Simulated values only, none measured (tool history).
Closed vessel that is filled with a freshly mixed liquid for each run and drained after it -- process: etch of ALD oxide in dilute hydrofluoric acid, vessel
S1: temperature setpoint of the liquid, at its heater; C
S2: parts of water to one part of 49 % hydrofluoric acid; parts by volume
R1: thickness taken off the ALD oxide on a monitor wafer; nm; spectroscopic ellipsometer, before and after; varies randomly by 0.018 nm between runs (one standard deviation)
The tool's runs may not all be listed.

Run 1, hour 0.0: S1 25.0 C, S2 100 parts by volume, time in the liquid (s) 30. Result: R1 4.1140 nm.
Run 2, hour 6.7: S1 23.5 C, S2 100 parts by volume, time in the liquid (s) 30. Result: R1 3.8778 nm.
Run 3, hour 14.0: S1 24.0 C, S2 100 parts by volume, time in the liquid (s) 30. Result: R1 3.9631 nm.
Run 4, hour 20.7: S1 24.5 C, S2 100 parts by volume, time in the liquid (s) 30. Result: R1 4.0409 nm.
Run 5, hour 24.2: S1 21.0 C, S2 100 parts by volume, time in the liquid (s) 30. Result: R1 3.5345 nm.
Run 6, hour 32.3: S1 21.0 C, S2 125 parts by volume, time in the liquid (s) 30. Result: R1 2.7482 nm.
Run 7, hour 37.5: S1 21.0 C, S2 125 parts by volume, time in the liquid (s) 30. Result: R1 2.7414 nm.
Run 8, hour 39.1: S1 22.0 C, S2 125 parts by volume, time in the liquid (s) 30. Result: R1 2.8476 nm.
Run 9, hour 47.1: S1 23.0 C, S2 125 parts by volume, time in the liquid (s) 30. Result: R1 2.9813 nm.
Run 10, hour 53.7: S1 24.0 C, S2 125 parts by volume, time in the liquid (s) 30. Result: R1 3.0634 nm.
Run 11, hour 60.7: S1 25.0 C, S2 125 parts by volume, time in the liquid (s) 30. Result: R1 3.2229 nm.
Run 12, hour 63.7: S1 26.0 C, S2 125 parts by volume, time in the liquid (s) 30. Result: R1 3.3178 nm.
Run 13, hour 72.6: S1 26.5 C, S2 125 parts by volume, time in the liquid (s) 30. Result: R1 3.3871 nm.
Run 14, hour 78.7: S1 27.0 C, S2 125 parts by volume, time in the liquid (s) 30. Result: R1 3.4352 nm.
Run 15, hour 84.4: S1 27.5 C, S2 125 parts by volume, time in the liquid (s) 30. Result: R1 3.5373 nm.

What does the tool deliver on the next run?
Run 16, hour 87.8: S1 28.0 C, S2 125 parts by volume, time in the liquid (s) 30. Result: R1 ?.

Run 16 yielded R1 3.6049 nm.
